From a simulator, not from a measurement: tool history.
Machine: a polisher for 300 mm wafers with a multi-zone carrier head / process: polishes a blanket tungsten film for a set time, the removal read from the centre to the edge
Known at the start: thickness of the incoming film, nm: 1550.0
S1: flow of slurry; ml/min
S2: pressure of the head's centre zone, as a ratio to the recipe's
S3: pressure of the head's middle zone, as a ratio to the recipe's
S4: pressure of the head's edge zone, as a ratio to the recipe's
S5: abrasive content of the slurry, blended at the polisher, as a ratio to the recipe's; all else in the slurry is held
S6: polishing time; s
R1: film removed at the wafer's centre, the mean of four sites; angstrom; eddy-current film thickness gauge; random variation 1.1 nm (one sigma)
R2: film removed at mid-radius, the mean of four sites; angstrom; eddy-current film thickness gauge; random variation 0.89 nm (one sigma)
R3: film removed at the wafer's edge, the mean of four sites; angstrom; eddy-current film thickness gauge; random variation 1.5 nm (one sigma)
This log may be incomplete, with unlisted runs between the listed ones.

{"run": 1, "hour": 0.0, "S1": 245, "S2": 1.0, "S3": 1.0, "S4": 1.0, "S5": 1.0, "S6": 45, "R1": 1575.2, "R2": 1608.7, "R3": 1573.8}
{"run": 2, "hour": 6.9, "S1": 245, "S2": 0.99, "S3": 0.99, "S4": 0.99, "S5": 0.95, "S6": 44, "R1": 1485.5, "R2": 1527.9, "R3": 1481.7}
{"run": 3, "hour": 11.9, "S1": 245, "S2": 0.99, "S3": 0.99, "S4": 0.99, "S5": 0.85, "S6": 44, "R1": 1446.2, "R2": 1477.9, "R3": 1487.5}
{"run": 4, "hour": 19.0, "S1": 245, "S2": 0.99, "S3": 1.03, "S4": 0.99, "S5": 0.85, "S6": 44, "R1": 1456.0, "R2": 1545.8, "R3": 1520.4}
{"run": 5, "hour": 20.9, "S1": 250, "S2": 0.98, "S3": 1.02, "S4": 0.97, "S5": 0.85, "S6": 43, "R1": 1419.4, "R2": 1512.1, "R3": 1462.7}
{"run": 6, "hour": 27.3, "S1": 255, "S2": 0.98, "S3": 1.01, "S4": 0.95, "S5": 0.8, "S6": 42, "R1": 1347.3, "R2": 1395.4, "R3": 1351.8}
{"run": 7, "hour": 34.8, "S1": 260, "S2": 0.97, "S3": 1.0, "S4": 0.94, "S5": 0.8, "S6": 42, "R1": 1343.7, "R2": 1416.3, "R3": 1368.2}
{"run": 8, "hour": 35.9, "S1": 265, "S2": 0.97, "S3": 0.99, "S4": 0.93, "S5": 0.75, "S6": 41, "R1": 1250.3, "R2": 1345.5, "R3": 1311.0}
{"run": 9, "hour": 43.9, "S1": 265, "S2": 0.98, "S3": 0.98, "S4": 0.92, "S5": 0.75, "S6": 40, "R1": 1269.4, "R2": 1276.6, "R3": 1250.5}
{"run": 10, "hour": 51.5, "S1": 250, "S2": 0.89, "S3": 0.94, "S4": 0.82, "S5": 0.5, "S6": 34, "R1": 829.59, "R2": 926.96, "R3": 883.18}
{"run": 11, "hour": 59.0, "S1": 255, "S2": 0.9, "S3": 0.94, "S4": 0.83, "S5": 0.5, "S6": 34, "R1": 850.04, "R2": 930.98, "R3": 883.95}
{"run": 12, "hour": 64.4, "S1": 260, "S2": 0.91, "S3": 0.94, "S4": 0.84, "S5": 0.5, "S6": 34, "R1": 873.02, "R2": 925.8, "R3": 916.06}
{"run": 13, "hour": 72.8, "S1": 315, "S2": 0.99, "S3": 1.03, "S4": 0.84, "S5": 0.6, "S6": 34, "R1": 1031.1, "R2": 1084.4, "R3": 962.08}
{"run": 14, "hour": 73.8, "S1": 315, "S2": 0.99, "S3": 1.03, "S4": 0.84, "S5": 0.6, "S6": 34, "R1": 1026.5, "R2": 1097.8, "R3": 974.88}
{"run": 15, "hour": 75.5, "S1": 315, "S2": 0.99, "S3": 1.02, "S4": 0.84, "S5": 0.6, "S6": 34, "R1": 1048.1, "R2": 1074.0, "R3": 944.03}
{"run": 16, "hour": 78.9, "S1": 310, "S2": 0.99, "S3": 1.02, "S4": 0.85, "S5": 0.6, "S6": 34, "R1": 1048.4, "R2": 1067.1, "R3": 961.31}

Estimate the outcome of run 17 from the log above:
{"run": 17, "hour": 81.7, "S1": 305, "S2": 0.99, "S3": 1.02, "S4": 0.85, "S5": 0.6, "S6": 34, "R1": "?", "R2": "?", "R3": "?"}

{"run 17": {"R1": 1023.2, "R2": 1080.2, "R3": 1007.8}}
